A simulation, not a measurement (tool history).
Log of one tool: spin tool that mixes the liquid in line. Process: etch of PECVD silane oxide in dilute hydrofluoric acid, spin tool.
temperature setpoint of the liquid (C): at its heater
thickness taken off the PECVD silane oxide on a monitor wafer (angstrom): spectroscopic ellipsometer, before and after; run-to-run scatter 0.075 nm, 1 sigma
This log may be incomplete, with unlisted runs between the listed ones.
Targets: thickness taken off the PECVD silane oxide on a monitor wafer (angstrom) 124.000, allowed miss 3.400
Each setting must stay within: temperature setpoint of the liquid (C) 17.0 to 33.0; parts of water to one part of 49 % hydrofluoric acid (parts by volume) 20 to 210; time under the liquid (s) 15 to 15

| run | hour | temperature setpoint of the liquid (C) | parts of water to one part of 49 % hydrofluoric acid (parts by volume) | time under the liquid (s) | thickness taken off the PECVD silane oxide on a monitor wafer (angstrom) |
|---|---|---|---|---|---|
| 1 | 0.0 | 25.0 | 115 | 15 | 47.825 |
| 2 | 6.8 | 25.0 | 145 | 15 | 36.241 |
| 3 | 7.9 | 25.0 | 145 | 15 | 36.630 |
| 4 | 13.8 | 25.0 | 185 | 15 | 27.251 |
| 5 | 19.1 | 25.0 | 185 | 15 | 27.356 |
| 6 | 26.3 | 27.0 | 145 | 15 | 39.738 |
| 7 | 35.2 | 28.5 | 115 | 15 | 54.699 |
| 8 | 40.5 | 29.5 | 95 | 15 | 70.604 |
| 9 | 44.4 | 30.5 | 85 | 15 | 82.940 |
| 10 | 45.7 | 31.0 | 75 | 15 | 96.884 |
| 11 | 49.9 | 31.5 | 70 | 15 | 106.410 |
| 12 | 56.4 | 32.0 | 70 | 15 | 110.290 |
| 13 | 63.2 | 32.5 | 70 | 15 | 111.150 |
| 14 | 68.9 | 32.5 | 70 | 15 | 110.480 |

Pick the move, out of 4, that brings all results within their allowed miss; only one does.
| A | 74.6 | 33.0 | 65 | 15 | ? |
| B | 74.6 | 33.0 | 80 | 15 | ? |
| C | 74.6 | 33.0 | 85 | 15 | ? |
| D | 74.6 | 31.5 | 75 | 15 | ? |

| move | thickness taken off the PECVD silane oxide on a monitor wafer (angstrom) |
|---|---|
| A | 122.960 |
| B | 97.551 |
| C | 91.099 |
| D | 99.126 |
A: every result lands within tolerance
B: further off than the last run
C: further off than the last run
D: further off than the last run
Answer: A
